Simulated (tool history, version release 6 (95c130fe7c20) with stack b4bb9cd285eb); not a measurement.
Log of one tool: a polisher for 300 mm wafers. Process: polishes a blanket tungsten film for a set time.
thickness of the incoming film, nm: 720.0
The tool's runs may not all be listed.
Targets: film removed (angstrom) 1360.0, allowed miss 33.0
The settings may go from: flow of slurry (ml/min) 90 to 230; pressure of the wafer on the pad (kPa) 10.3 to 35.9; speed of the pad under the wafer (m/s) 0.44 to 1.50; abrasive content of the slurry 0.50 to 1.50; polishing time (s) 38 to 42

| run | hour | flow of slurry (ml/min) | pressure of the wafer on the pad (kPa) | speed of the pad under the wafer (m/s) | abrasive content of the slurry | polishing time (s) | film removed (angstrom) |
|---|---|---|---|---|---|---|---|
| 1 | 0.0 | 150 | 22.8 | 0.96 | 1.00 | 42 | 1934.5 |
| 2 | 5.2 | 140 | 20.7 | 0.96 | 1.00 | 42 | 1795.2 |
| 3 | 10.4 | 170 | 20.7 | 0.96 | 1.00 | 42 | 1848.3 |
| 4 | 12.8 | 155 | 18.6 | 0.96 | 1.00 | 42 | 1691.4 |
| 5 | 14.0 | 155 | 18.6 | 0.96 | 0.90 | 42 | 1649.5 |
| 6 | 20.5 | 155 | 18.6 | 0.96 | 0.90 | 42 | 1639.8 |
| 7 | 23.0 | 145 | 17.2 | 0.96 | 0.90 | 42 | 1560.1 |
| 8 | 31.6 | 140 | 15.9 | 0.96 | 0.90 | 42 | 1484.7 |

Which of these 5 next moves meets every target?
| A | 40.2 | 175 | 14.5 | 1.16 | 0.80 | 38 | ? |
| B | 40.2 | 190 | 16.5 | 0.78 | 1.15 | 38 | ? |
| C | 40.2 | 135 | 15.2 | 0.92 | 0.70 | 42 | ? |
| D | 40.2 | 145 | 17.2 | 0.82 | 0.90 | 39 | ? |
| E | 40.2 | 155 | 13.1 | 1.04 | 1.00 | 39 | ? |

| move | film removed (angstrom) |
|---|---|
| A | 1456.5 |
| B | 1269.0 |
| C | 1274.2 |
| D | 1263.5 |
| E | 1351.8 |
A: nearer than the last run, and not there yet
B: takes the result that was furthest off past its target
C: takes the result that was furthest off past its target
D: takes the result that was furthest off past its target
E: meets every target
The right move is E.
